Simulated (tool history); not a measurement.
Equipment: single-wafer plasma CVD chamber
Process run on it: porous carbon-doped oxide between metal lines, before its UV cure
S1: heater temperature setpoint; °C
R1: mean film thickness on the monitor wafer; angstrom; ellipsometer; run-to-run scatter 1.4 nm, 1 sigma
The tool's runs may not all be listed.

run 1 hour=0 | S1=315 RF_power_(kW)=0.45 deposition_time_(s)=53.3 | R1=2265.2
run 2 hour=4.9 | S1=325 RF_power_(kW)=0.45 deposition_time_(s)=53.3 | R1=2162.7
run 3 hour=10.7 | S1=322 RF_power_(kW)=0.47 deposition_time_(s)=53.5 | R1=2303.9
run 4 hour=14.1 | S1=322 RF_power_(kW)=0.515 deposition_time_(s)=53.5 | R1=2489
run 5 hour=19.4 | S1=322 RF_power_(kW)=0.57 deposition_time_(s)=53.5 | R1=2734.2
run 6 hour=22.1 | S1=322 RF_power_(kW)=0.545 deposition_time_(s)=53.5 | R1=2624.5

Run 7 is up next; what results do you expect?
run 7 hour=29.5 | S1=322 RF_power_(kW)=0.545 deposition_time_(s)=53.5 | R1=?

{"run 7": {"R1": 2618.4}}

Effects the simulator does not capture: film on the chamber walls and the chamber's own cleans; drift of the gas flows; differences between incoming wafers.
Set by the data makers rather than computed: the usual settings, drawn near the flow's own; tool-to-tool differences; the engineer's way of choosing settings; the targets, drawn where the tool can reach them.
